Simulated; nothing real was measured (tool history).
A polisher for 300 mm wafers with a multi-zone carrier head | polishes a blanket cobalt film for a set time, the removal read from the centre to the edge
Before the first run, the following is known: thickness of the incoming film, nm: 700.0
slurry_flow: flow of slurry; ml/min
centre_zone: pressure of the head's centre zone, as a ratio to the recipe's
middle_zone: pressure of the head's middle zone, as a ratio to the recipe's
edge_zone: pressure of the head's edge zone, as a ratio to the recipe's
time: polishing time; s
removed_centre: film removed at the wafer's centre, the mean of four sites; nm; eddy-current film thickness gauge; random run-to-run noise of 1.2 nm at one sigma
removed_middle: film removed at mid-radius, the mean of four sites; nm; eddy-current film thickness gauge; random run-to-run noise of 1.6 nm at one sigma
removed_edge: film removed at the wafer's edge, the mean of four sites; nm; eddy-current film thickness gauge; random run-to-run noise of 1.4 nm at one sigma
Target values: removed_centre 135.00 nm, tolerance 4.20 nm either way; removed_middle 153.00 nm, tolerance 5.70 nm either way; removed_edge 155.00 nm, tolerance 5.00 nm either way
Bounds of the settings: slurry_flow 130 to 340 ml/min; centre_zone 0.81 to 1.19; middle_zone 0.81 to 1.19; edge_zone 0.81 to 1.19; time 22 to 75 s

run,hour,slurry_flow,centre_zone,middle_zone,edge_zone,time,removed_centre,removed_middle,removed_edge
1,0.0,220,1.00,1.00,1.00,48,168.95,167.68,168.67
2,5.6,220,1.06,1.00,1.00,48,179.21,169.85,164.49
3,10.2,220,1.06,1.00,1.06,48,180.00,169.61,171.00
4,16.2,220,1.06,1.00,1.06,58,217.33,202.63,205.68
5,20.9,220,1.06,1.00,1.06,68,255.77,236.63,239.20
6,23.7,220,1.06,1.00,1.06,75,280.54,265.79,265.89
7,30.3,210,1.00,0.98,1.01,68,235.04,236.41,234.13
8,34.1,200,0.96,0.96,0.98,62,207.78,209.38,213.15
9,36.7,200,0.96,0.96,0.98,62,206.06,206.15,212.84
10,38.2,195,0.93,0.96,0.96,57,184.11,188.08,192.24
11,39.3,190,0.90,0.97,0.95,54,165.67,182.46,179.96
12,42.1,185,0.88,0.96,0.93,52,155.72,173.38,166.89
13,50.3,175,0.86,0.94,0.93,51,150.25,163.22,166.05
14,57.8,160,0.81,0.95,0.88,48,127.71,152.82,149.02
15,58.4,165,0.81,0.94,0.89,48,130.00,155.00,152.93

Below are 4 possible settings for the next run. Only one of them brings all results inside the allowed miss of their targets. Which is it?
A,59.0,175,0.81,0.93,1.01,47,?,?,?
B,59.0,130,0.84,0.99,0.81,52,?,?,?
C,59.0,190,0.84,0.94,0.94,47,?,?,?
D,59.0,170,0.81,0.99,0.88,47,?,?,?

move,removed_centre,removed_middle,removed_edge
A,128.02,149.40,161.43
B,136.63,163.27,153.93
C,134.97,152.90,157.62
D,127.30,156.62,150.61
A: misses by more than the last run did
B: meets the target for the result that was furthest off, but another lies outside its allowed miss
C: every result within its allowed miss
D: misses by more than the last run did
Correct choice: C, which meets every target

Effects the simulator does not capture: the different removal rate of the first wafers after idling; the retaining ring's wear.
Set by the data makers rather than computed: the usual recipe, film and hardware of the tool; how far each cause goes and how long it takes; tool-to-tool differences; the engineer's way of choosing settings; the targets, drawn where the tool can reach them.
